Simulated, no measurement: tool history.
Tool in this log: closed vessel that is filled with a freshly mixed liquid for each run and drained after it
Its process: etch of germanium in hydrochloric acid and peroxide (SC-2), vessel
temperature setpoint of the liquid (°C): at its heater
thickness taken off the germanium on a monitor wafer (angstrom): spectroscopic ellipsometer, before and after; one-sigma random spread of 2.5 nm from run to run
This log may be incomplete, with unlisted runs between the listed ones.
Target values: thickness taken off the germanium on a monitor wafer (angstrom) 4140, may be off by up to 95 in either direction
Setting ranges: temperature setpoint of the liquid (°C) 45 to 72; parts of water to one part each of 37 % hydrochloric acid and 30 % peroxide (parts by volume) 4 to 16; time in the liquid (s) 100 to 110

run,hour,temperature setpoint of the liquid (°C),parts of water to one part each of 37 % hydrochloric acid and 30 % peroxide (parts by volume),time in the liquid (s),thickness taken off the germanium on a monitor wafer (angstrom)
1,0,61,9,100,3720.3
2,5.3,62,9,100,3866
3,11,68.5,9,100,4626.5
4,15.7,72,9,100,5057.2
5,16.8,72,11,100,4990.7
6,20.8,67.5,11,100,4344.6
7,25.5,67,11,100,4318.8
8,27.1,66.5,11,100,4242.1

4 candidate next runs follow, results not yet known. Just one meets every target within its allowed miss. Identify it.
A,28.7,66.5,12,105,?
B,28.7,67.5,10.5,100,?
C,28.7,62.5,8.5,105,?
D,28.7,67,10.5,100,?

move,thickness taken off the germanium on a monitor wafer (angstrom)
A,4420.3
B,4408
C,4106.3
D,4346.9
A: the biggest miss grows against the last run
B: the biggest miss grows against the last run
C: all results land within tolerance of their targets
D: the biggest miss grows against the last run
C meets every target.
